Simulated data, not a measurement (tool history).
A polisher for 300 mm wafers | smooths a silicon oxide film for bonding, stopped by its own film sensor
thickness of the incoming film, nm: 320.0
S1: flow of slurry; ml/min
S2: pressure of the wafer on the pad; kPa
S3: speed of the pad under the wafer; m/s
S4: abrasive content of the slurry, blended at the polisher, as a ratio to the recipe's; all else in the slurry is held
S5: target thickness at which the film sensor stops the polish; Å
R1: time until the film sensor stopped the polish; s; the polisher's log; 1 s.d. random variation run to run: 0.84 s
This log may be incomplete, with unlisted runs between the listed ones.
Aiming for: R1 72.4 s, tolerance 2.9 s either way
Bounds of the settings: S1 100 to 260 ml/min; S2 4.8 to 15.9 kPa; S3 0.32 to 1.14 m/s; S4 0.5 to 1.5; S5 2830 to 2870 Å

{"run": 1, "day": 0.0, "S1": 165, "S2": 10.3, "S3": 0.72, "S4": 1, "S5": 2830, "R1": 114.74}
{"run": 2, "day": 0.275, "S1": 165, "S2": 10.3, "S3": 0.72, "S4": 0.8, "S5": 2830, "R1": 126.49}
{"run": 3, "day": 0.6, "S1": 165, "S2": 10.3, "S3": 0.72, "S4": 0.8, "S5": 2870, "R1": 114.28}
{"run": 4, "day": 0.812, "S1": 165, "S2": 10.3, "S3": 0.54, "S4": 0.8, "S5": 2870, "R1": 141.85}
{"run": 5, "day": 1.125, "S1": 165, "S2": 10.3, "S3": 0.54, "S4": 0.7, "S5": 2870, "R1": 147.33}
{"run": 6, "day": 1.375, "S1": 165, "S2": 11.7, "S3": 0.54, "S4": 0.7, "S5": 2870, "R1": 131.9}
{"run": 7, "day": 1.562, "S1": 170, "S2": 12.4, "S3": 0.58, "S4": 0.7, "S5": 2870, "R1": 120.39}
{"run": 8, "day": 1.692, "S1": 170, "S2": 13.1, "S3": 0.64, "S4": 0.7, "S5": 2870, "R1": 103.88}
{"run": 9, "day": 1.808, "S1": 170, "S2": 13.8, "S3": 0.66, "S4": 0.7, "S5": 2870, "R1": 95.216}
{"run": 10, "day": 2.146, "S1": 170, "S2": 14.5, "S3": 0.68, "S4": 0.7, "S5": 2870, "R1": 88.921}
{"run": 11, "day": 2.483, "S1": 170, "S2": 14.5, "S3": 0.68, "S4": 0.7, "S5": 2870, "R1": 89.269}
{"run": 12, "day": 2.512, "S1": 170, "S2": 14.5, "S3": 0.7, "S4": 0.7, "S5": 2870, "R1": 87.252}
{"run": 13, "day": 2.562, "S1": 170, "S2": 14.5, "S3": 0.72, "S4": 0.7, "S5": 2870, "R1": 85.643}
{"run": 14, "day": 2.671, "S1": 175, "S2": 15.2, "S3": 0.74, "S4": 0.7, "S5": 2870, "R1": 79.238}

Exercise: of the 4 proposed moves below, exactly one satisfies all targets within the stated allowed misses. Which move is it?
{"run": "A", "day": 2.779, "S1": 165, "S2": 13.8, "S3": 0.72, "S4": 0.8, "S5": 2850, "R1": "?"}
{"run": "B", "day": 2.779, "S1": 180, "S2": 15.2, "S3": 0.74, "S4": 0.65, "S5": 2850, "R1": "?"}
{"run": "C", "day": 2.779, "S1": 135, "S2": 15.9, "S3": 0.82, "S4": 0.55, "S5": 2870, "R1": "?"}
{"run": "D", "day": 2.779, "S1": 230, "S2": 15.2, "S3": 0.76, "S4": 0.9, "S5": 2840, "R1": "?"}

move=A R1=90.198
move=B R1=86.765
move=C R1=82.196
move=D R1=73.449
A: its largest miss is bigger than the last run's
B: its largest miss is bigger than the last run's
C: its largest miss is bigger than the last run's
D: in spec on every target
Go with D: it meets all targets.
